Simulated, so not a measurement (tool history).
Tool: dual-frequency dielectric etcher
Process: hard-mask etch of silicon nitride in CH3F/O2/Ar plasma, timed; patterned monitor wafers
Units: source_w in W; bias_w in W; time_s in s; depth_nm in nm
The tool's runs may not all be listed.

{"run": 1, "hour": 0.0, "source_w": 310, "bias_w": 87, "time_s": 292.5, "depth_nm": 212.74}
{"run": 2, "hour": 6.1, "source_w": 310, "bias_w": 87, "time_s": 292.5, "depth_nm": 214.65}
{"run": 3, "hour": 7.5, "source_w": 280, "bias_w": 80, "time_s": 292.5, "depth_nm": 194.71}
{"run": 4, "hour": 13.0, "source_w": 260, "bias_w": 77, "time_s": 292.5, "depth_nm": 184.8}
{"run": 5, "hour": 15.2, "source_w": 240, "bias_w": 74, "time_s": 292.5, "depth_nm": 173.32}
{"run": 6, "hour": 21.0, "source_w": 230, "bias_w": 73, "time_s": 292.5, "depth_nm": 169.58}
{"run": 7, "hour": 28.5, "source_w": 220, "bias_w": 72, "time_s": 292.5, "depth_nm": 164.57}

Run 8 comes next. What will it give?
{"run": 8, "hour": 34.1, "source_w": 180, "bias_w": 65, "time_s": 292.5, "depth_nm": "?"}

{"run 8": {"depth_nm": 138.75}}

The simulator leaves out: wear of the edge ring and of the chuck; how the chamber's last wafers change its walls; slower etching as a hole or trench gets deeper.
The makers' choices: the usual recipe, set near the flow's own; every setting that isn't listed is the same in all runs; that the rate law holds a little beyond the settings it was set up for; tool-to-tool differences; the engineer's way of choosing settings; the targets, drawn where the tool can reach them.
